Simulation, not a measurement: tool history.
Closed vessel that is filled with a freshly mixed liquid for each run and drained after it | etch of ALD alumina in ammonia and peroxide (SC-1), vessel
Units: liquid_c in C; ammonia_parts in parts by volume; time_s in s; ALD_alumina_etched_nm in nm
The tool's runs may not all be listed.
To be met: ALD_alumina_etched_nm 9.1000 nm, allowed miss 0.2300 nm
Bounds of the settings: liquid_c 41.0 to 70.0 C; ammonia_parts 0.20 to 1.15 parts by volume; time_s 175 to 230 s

Run 1, hour 0.0: liquid_c 57.0 C, ammonia_parts 0.65 parts by volume, time_s 230 s. Result: ALD_alumina_etched_nm 18.2590 nm.
Run 2, hour 4.3: liquid_c 59.5 C, ammonia_parts 0.65 parts by volume, time_s 230 s. Result: ALD_alumina_etched_nm 21.3030 nm.
Run 3, hour 12.3: liquid_c 65.0 C, ammonia_parts 0.65 parts by volume, time_s 230 s. Result: ALD_alumina_etched_nm 27.7620 nm.
Run 4, hour 14.5: liquid_c 58.0 C, ammonia_parts 0.65 parts by volume, time_s 230 s. Result: ALD_alumina_etched_nm 19.5990 nm.
Run 5, hour 20.4: liquid_c 58.0 C, ammonia_parts 0.75 parts by volume, time_s 230 s. Result: ALD_alumina_etched_nm 19.9310 nm.
Run 6, hour 23.8: liquid_c 53.0 C, ammonia_parts 0.75 parts by volume, time_s 230 s. Result: ALD_alumina_etched_nm 15.3160 nm.
Run 7, hour 29.8: liquid_c 50.0 C, ammonia_parts 0.75 parts by volume, time_s 230 s. Result: ALD_alumina_etched_nm 12.9350 nm.
Run 8, hour 37.7: liquid_c 48.0 C, ammonia_parts 0.75 parts by volume, time_s 230 s. Result: ALD_alumina_etched_nm 11.6000 nm.
Run 9, hour 38.9: liquid_c 46.5 C, ammonia_parts 0.75 parts by volume, time_s 230 s. Result: ALD_alumina_etched_nm 10.5940 nm.
Run 10, hour 46.7: liquid_c 45.5 C, ammonia_parts 0.75 parts by volume, time_s 230 s. Result: ALD_alumina_etched_nm 9.9671 nm.
Run 11, hour 52.1: liquid_c 45.0 C, ammonia_parts 0.75 parts by volume, time_s 230 s. Result: ALD_alumina_etched_nm 9.8377 nm.
Run 12, hour 56.3: liquid_c 43.0 C, ammonia_parts 0.75 parts by volume, time_s 230 s. Result: ALD_alumina_etched_nm 8.6449 nm.

4 next moves are on the table. One of them brings every result within its allowed miss. Which?
Run A, hour 60.5: liquid_c 45.0 C, ammonia_parts 0.80 parts by volume, time_s 230 s. Result: ALD_alumina_etched_nm ?.
Run B, hour 60.5: liquid_c 45.0 C, ammonia_parts 0.40 parts by volume, time_s 230 s. Result: ALD_alumina_etched_nm ?.
Run C, hour 60.5: liquid_c 45.0 C, ammonia_parts 0.70 parts by volume, time_s 230 s. Result: ALD_alumina_etched_nm ?.
Run D, hour 60.5: liquid_c 46.0 C, ammonia_parts 0.90 parts by volume, time_s 215 s. Result: ALD_alumina_etched_nm ?.

move  ALD_alumina_etched_nm
   A                 9.9099
   B                 9.2755
   C                 9.7844
   D                 9.9154
A: takes the result that was furthest off past its target
B: meets every target
C: takes the result that was furthest off past its target
D: takes the result that was furthest off past its target
The right move is B.
